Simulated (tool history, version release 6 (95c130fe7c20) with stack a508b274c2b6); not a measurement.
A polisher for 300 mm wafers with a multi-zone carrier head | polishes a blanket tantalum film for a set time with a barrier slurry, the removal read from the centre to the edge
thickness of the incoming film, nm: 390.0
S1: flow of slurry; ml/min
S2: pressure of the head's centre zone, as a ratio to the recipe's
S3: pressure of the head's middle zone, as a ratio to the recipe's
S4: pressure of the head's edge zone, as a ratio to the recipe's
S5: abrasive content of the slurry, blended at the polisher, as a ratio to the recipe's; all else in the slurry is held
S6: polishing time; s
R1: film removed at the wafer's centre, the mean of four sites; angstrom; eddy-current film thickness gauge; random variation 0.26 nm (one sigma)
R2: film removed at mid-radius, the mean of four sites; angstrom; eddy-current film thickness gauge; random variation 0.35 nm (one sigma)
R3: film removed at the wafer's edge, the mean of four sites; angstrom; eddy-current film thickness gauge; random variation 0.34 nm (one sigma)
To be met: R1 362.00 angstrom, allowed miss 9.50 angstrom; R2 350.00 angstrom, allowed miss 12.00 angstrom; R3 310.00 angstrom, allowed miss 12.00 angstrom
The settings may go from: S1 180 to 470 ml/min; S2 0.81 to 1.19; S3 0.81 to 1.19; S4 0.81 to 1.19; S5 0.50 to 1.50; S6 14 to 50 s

run,hour,S1,S2,S3,S4,S5,S6,R1,R2,R3
1,0.0,300,1.00,1.00,1.00,1.00,32,444.19,439.21,431.84
2,1.0,300,0.96,1.00,1.00,1.00,32,426.66,440.13,429.01
3,5.6,235,0.96,1.00,1.00,1.00,32,420.93,430.97,421.46
4,7.8,230,0.98,1.00,0.95,0.85,31,381.72,379.07,366.83
5,9.6,225,0.99,1.01,0.91,0.80,31,376.28,375.12,358.37
6,11.0,225,0.94,1.01,0.91,0.80,31,360.33,377.98,350.46
7,13.0,225,0.97,1.03,0.88,0.75,31,356.74,374.44,338.04
8,14.9,220,1.00,1.03,0.86,0.70,31,347.79,357.07,325.36

4 next moves are on the table. One of them brings every result within its allowed miss. Which?
A,16.8,210,0.99,0.99,0.90,0.70,32,?,?,?
B,16.8,240,1.02,0.99,0.98,0.55,37,?,?,?
C,16.8,235,1.07,1.05,0.86,0.70,30,?,?,?
D,16.8,230,0.96,0.99,0.88,0.70,33,?,?,?

move,R1,R2,R3
A,356.02,354.88,332.61
B,354.67,343.92,334.53
C,361.41,353.14,307.52
D,360.74,369.05,341.60
A: brings the result that was furthest off to its target, and leaves another outside
B: brings the result that was furthest off to its target, and leaves another outside
C: meets every target
D: brings the result that was furthest off to its target, and leaves another outside
The right move is C.

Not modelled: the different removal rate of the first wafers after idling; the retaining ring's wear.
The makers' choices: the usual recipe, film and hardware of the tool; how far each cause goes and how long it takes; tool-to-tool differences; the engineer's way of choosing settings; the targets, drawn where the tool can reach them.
